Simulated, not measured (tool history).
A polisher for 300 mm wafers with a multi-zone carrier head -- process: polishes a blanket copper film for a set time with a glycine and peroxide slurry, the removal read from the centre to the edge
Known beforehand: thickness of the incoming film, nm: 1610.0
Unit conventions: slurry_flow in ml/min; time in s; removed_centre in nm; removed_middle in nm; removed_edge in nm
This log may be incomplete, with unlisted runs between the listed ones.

run  hour  slurry_flow  centre_zone  middle_zone  edge_zone  time  removed_centre  removed_middle  removed_edge
  1   0.0          230         1.00         1.00       1.00    37          196.62          200.10        193.10
  2   8.2          255         1.00         1.00       1.00    37          199.01          199.88        193.08
  3  12.6          255         1.00         1.00       0.97    37          199.57          199.83        193.04
  4  19.0          255         1.00         1.06       0.97    37          199.55          210.67        195.11
  5  21.5          295         1.00         1.06       0.97    37          205.59          215.42        199.57
  6  28.1          300         1.01         1.03       1.00    38          209.09          215.94        203.79
  7  33.0          300         1.02         0.99       1.02    39          219.93          213.17        210.34
  8  35.4          305         1.03         0.97       1.04    40          222.98          213.37        220.74
  9  38.3          310         1.05         0.96       1.05    40          228.71          211.16        223.02
 10  38.9          310         1.06         0.96       1.06    40          234.06          208.77        223.54

What will run 11 give?
 11  45.0          310         1.07         0.96       1.07    40               ?               ?             ?

{"run 11": {"removed_centre": 234.17, "removed_middle": 208.78, "removed_edge": 219.8}}
